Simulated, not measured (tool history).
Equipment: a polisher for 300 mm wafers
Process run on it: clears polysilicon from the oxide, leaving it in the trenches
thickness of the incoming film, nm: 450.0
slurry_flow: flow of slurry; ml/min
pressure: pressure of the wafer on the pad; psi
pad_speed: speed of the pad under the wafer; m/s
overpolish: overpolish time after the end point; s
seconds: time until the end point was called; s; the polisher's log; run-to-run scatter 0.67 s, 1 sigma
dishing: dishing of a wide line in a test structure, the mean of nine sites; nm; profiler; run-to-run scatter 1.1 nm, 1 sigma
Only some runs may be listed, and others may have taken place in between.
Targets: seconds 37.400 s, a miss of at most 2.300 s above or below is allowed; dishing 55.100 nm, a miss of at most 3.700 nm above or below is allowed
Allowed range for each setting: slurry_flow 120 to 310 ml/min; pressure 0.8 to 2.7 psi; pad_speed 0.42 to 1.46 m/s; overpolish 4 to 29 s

run,hour,slurry_flow,pressure,pad_speed,overpolish,seconds,dishing
1,0.0,200,1.7,0.94,15,61.553,48.288
2,5.8,200,1.9,0.96,15,55.930,50.800
3,10.9,170,1.9,0.96,15,56.225,47.545
4,19.5,170,1.6,0.96,15,64.246,49.504
5,20.6,170,1.6,0.96,10,63.586,40.099
6,21.3,175,1.9,1.00,12,55.891,46.264
7,26.1,175,2.1,1.06,12,46.871,48.650
8,33.9,175,2.2,1.08,13,43.763,50.916

4 candidate next runs follow, results not yet known. Just one meets every target within its allowed miss. Identify it.
A,41.7,200,2.7,1.04,14,?,?
B,41.7,165,1.4,1.26,21,?,?
C,41.7,170,2.0,1.04,14,?,?
D,41.7,190,2.1,1.10,11,?,?

move,seconds,dishing
A,38.573,53.904
B,55.415,54.266
C,50.602,50.889
D,45.251,49.011
A: hits every target within its allowed miss
B: its largest miss is bigger than the last run's
C: its largest miss is bigger than the last run's
D: its largest miss is bigger than the last run's
A is the move that brings every result within its allowed miss.
